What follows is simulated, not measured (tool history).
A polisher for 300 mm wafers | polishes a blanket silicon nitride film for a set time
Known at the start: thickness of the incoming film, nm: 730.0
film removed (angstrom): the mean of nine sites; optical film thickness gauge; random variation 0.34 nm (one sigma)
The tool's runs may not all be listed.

run    day  flow of slurry (ml/min)  pressure of the wafer on the pad (psi)  speed of the pad under the wafer (m/s)  polishing time (s)  film removed (angstrom)
  1  0.000                      235                                     4.0                                    1.26                  51                  1138.40
  2  0.308                      225                                     3.3                                    1.18                  51                   911.01
  3  0.479                      220                                     2.8                                    1.12                  51                   750.89
  4  0.854                      220                                     2.8                                    1.12                  54                   800.80
  5  1.221                      215                                     2.5                                    1.08                  54                   697.86
  6  1.296                      200                                     2.3                                    1.08                  54                   639.40
  7  1.583                      180                                     2.2                                    1.08                  54                   608.25

The next listed run, before its measurement:
  8  1.704                      170                                     2.2                                    1.08                  54                        ?

Run 8 gave film removed (angstrom) 598.25.
